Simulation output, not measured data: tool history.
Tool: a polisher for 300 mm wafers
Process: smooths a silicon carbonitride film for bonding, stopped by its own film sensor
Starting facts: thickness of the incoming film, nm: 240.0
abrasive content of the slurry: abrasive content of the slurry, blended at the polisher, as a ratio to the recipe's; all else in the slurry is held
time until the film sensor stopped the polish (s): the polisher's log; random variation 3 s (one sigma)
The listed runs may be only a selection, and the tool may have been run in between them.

run,hour,flow of slurry (ml/min),pressure of the wafer on the pad (psi),speed of the pad under the wafer (m/s),abrasive content of the slurry,target thickness at which the film sensor stops the polish (Å),time until the film sensor stopped the polish (s)
1,0,285,2.6,0.84,1,2030,155.2
2,5.3,285,2.6,0.84,1,2030,151.02
3,7.3,285,2.9,0.84,1,2030,137.92
4,11.8,215,2.9,0.84,1,2030,142.87
5,16.6,215,2.9,0.84,0.9,2030,152.85
6,23.7,215,2.9,0.84,0.9,2030,154.7
7,26.2,210,2.6,0.82,0.9,2030,170.05

The next listed run, before its measurement:
8,28.3,210,2.4,0.78,0.9,2030,?

{"run 8": {"time until the film sensor stopped the polish (s)": 192.39}}

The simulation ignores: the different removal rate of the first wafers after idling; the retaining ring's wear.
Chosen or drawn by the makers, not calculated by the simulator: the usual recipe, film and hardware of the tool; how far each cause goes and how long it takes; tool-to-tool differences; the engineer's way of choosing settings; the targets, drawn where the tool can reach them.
